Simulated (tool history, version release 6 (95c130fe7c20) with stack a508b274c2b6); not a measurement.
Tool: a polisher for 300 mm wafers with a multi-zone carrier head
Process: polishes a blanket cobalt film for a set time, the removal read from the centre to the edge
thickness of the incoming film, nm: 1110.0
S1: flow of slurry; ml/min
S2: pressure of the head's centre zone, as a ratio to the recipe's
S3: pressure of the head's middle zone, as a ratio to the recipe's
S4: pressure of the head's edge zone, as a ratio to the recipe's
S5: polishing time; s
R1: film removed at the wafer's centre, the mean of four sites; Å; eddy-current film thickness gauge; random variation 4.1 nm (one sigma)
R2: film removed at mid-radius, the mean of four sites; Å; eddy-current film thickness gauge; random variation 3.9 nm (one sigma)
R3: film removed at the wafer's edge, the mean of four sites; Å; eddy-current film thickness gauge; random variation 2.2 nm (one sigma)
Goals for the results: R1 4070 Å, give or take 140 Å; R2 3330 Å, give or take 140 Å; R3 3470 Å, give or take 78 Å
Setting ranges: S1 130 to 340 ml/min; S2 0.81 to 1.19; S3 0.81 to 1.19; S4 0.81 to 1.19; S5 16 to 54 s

run,hour,S1,S2,S3,S4,S5,R1,R2,R3
1,0,220,1,1,1,35,2548.5,2663.7,2591.1
2,8,220,1.05,1,1,35,2734.7,2679,2651.6
3,10.3,220,1.05,0.92,1,35,2655.8,2398.6,2617.7
4,13.9,220,1.05,0.92,0.95,35,2720.5,2448.7,2542.7
5,22.7,235,1.09,0.94,0.97,37,2976.8,2674.1,2742.1
6,26,235,1.09,0.94,1,37,3010.6,2705.5,2803
7,32.5,245,1.12,0.93,1.01,39,3344.9,2805.7,2976.2
8,39.4,255,1.14,0.95,1.04,40,3424.5,2963,3096.7

Which single option among these 5 for the next run brings every result within its allowed miss of target? Just one does.
A,46.3,215,1.09,0.98,1,49,?,?,?
B,46.3,280,1.18,0.96,1,45,?,?,?
C,46.3,260,0.88,1.03,1.19,43,?,?,?
D,46.3,215,0.95,1,1.09,42,?,?,?
E,46.3,215,1.14,0.95,1.04,43,?,?,?

move,R1,R2,R3
A,3935.1,3663.7,3681.3
B,4056.9,3414,3464.9
C,2860,3438,3588.6
D,2937.1,3196.2,3291.6
E,3612,3131.2,3294.2
A: carries the result that was furthest off beyond its target, to the other side
B: hits every target within its allowed miss
C: carries the result that was furthest off beyond its target, to the other side
D: misses by more than the last run did
E: an improvement on the last run, though not all results are within tolerance
B meets every target.

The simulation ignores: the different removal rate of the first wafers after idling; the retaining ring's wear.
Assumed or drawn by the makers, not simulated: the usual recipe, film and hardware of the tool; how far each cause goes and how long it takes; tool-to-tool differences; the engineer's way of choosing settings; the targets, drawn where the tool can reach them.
